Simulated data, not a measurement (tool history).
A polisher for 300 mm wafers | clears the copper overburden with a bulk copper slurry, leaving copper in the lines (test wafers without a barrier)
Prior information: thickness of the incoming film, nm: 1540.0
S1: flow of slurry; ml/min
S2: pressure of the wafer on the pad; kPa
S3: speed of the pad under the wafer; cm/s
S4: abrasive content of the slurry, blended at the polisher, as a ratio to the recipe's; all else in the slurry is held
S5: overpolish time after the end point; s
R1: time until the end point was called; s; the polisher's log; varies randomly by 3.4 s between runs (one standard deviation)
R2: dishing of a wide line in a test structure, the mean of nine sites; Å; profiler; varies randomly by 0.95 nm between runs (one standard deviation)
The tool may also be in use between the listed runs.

run	hour	S1	S2	S3	S4	S5	R1	R2
1	0.0	130	21.4	124	1.0	12	121.99	516.87
2	7.5	145	21.4	124	1.0	12	119.08	515.79
3	8.2	145	20.0	124	1.0	12	124.40	491.96
4	15.8	145	18.6	122	1.0	12	135.77	493.51
5	19.3	145	18.6	122	1.0	17	136.82	552.74
6	25.1	145	17.2	122	1.0	16	147.86	520.81
7	26.9	145	16.5	122	1.0	15	146.52	516.91
# hour 32.6: worn pad replaced by a new one
8	32.6	140	10.3	112	1.0	9	226.50	312.36

Run 9 comes next. What will it give?
9	38.9	140	11.0	112	1.0	10	?	?

Run 9 measured R1 213.05 s, R2 328.99 Å.
